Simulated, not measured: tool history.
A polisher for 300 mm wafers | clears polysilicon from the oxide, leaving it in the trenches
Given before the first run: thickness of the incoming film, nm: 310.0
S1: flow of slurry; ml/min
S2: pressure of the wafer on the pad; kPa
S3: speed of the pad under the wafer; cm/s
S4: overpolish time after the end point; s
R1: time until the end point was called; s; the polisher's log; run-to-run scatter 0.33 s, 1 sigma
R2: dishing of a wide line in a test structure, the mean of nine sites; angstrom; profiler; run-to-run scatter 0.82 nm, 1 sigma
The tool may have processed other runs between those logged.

| run | day | S1 | S2 | S3 | S4 | R1 | R2 |
|---|---|---|---|---|---|---|---|
| 1 | 0 | 280 | 13.8 | 92 | 18 | 36.528 | 563.27 |
| 2 | 0.162 | 280 | 15.2 | 92 | 16 | 33.677 | 561.61 |
| 3 | 0.504 | 280 | 16.5 | 92 | 14 | 30.985 | 560.47 |
| 4 | 0.775 | 280 | 17.2 | 92 | 13 | 29.771 | 551.67 |
| 5 | 1.092 | 280 | 17.9 | 92 | 13 | 28.919 | 555.88 |
| 6 | 1.2 | 280 | 17.9 | 92 | 5 | 28.42 | 377.69 |
| 7 | 1.308 | 280 | 18.6 | 90 | 7 | 28.046 | 464.18 |

Estimate the outcome of run 8 from the log above:
| 8 | 1.596 | 280 | 19.3 | 88 | 8 | ? | ? |

{"run 8": {"R1": 27.381, "R2": 478.42}}
